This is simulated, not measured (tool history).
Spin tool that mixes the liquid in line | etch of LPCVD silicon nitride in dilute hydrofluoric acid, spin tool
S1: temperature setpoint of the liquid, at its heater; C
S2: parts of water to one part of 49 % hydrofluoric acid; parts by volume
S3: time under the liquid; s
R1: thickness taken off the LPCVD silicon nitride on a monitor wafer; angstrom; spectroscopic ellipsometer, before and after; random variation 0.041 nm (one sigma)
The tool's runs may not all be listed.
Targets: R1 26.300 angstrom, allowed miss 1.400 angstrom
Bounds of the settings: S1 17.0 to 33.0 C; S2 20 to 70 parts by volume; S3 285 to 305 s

run  hour    S1  S2   S3      R1
  1   0.0  25.0  40  285  41.141
  2   1.0  25.0  50  285  32.633
  3   5.1  28.5  50  285  42.131
  4   8.9  27.5  50  285  38.766
  5  11.9  29.0  50  285  41.141
  6  15.7  28.0  50  285  39.120
  7  17.0  27.0  50  285  36.392
  8  25.6  23.0  50  285  28.449

Which of these 4 next moves meets every target?
  A  34.2  25.0  55  305   ?
  B  34.2  22.0  55  305   ?
  C  34.2  22.0  45  285   ?
  D  34.2  24.0  50  285   ?

move      R1
   A  31.687
   B  25.876
   C  29.407
   D  30.400
A: further off than the last run
B: meets every target
C: further off than the last run
D: further off than the last run
Answer: B
